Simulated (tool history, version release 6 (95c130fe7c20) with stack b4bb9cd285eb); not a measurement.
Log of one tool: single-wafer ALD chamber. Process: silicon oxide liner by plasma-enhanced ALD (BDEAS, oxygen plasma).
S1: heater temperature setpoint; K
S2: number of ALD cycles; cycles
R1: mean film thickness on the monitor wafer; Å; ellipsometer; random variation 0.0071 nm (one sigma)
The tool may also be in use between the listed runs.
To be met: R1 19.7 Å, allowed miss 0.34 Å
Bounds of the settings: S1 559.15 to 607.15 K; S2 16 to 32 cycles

Run 1, day 0: S1 583.15 K, S2 24 cycles. Result: R1 23.536 Å.
Run 2, day 0.175: S1 584.15 K, S2 23 cycles. Result: R1 22.497 Å.
Run 3, day 0.292: S1 585.15 K, S2 22 cycles. Result: R1 21.334 Å.
Run 4, day 0.404: S1 578.15 K, S2 22 cycles. Result: R1 21.776 Å.
Run 5, day 0.662: S1 581.15 K, S2 22 cycles. Result: R1 21.463 Å.
Run 6, day 1.017: S1 582.15 K, S2 22 cycles. Result: R1 21.726 Å.
Run 7, day 1.046: S1 584.15 K, S2 21 cycles. Result: R1 20.565 Å.
Run 8, day 1.083: S1 584.15 K, S2 21 cycles. Result: R1 20.586 Å.
Run 9, day 1.429: S1 585.15 K, S2 21 cycles. Result: R1 20.548 Å.
Run 10, day 1.583: S1 586.15 K, S2 21 cycles. Result: R1 20.454 Å.

Which of these 5 next moves meets every target?
Run A, day 1.738: S1 581.15 K, S2 20 cycles. Result: R1 ?.
Run B, day 1.738: S1 585.15 K, S2 22 cycles. Result: R1 ?.
Run C, day 1.738: S1 584.15 K, S2 22 cycles. Result: R1 ?.
Run D, day 1.738: S1 587.15 K, S2 21 cycles. Result: R1 ?.
Run E, day 1.738: S1 584.15 K, S2 21 cycles. Result: R1 ?.

move      R1
   A  19.627
   B  21.482
   C  21.509
   D  20.455
   E  20.532
A: meets every target
B: further off than the last run
C: further off than the last run
D: as far off as the last run
E: further off than the last run
The right move is A.
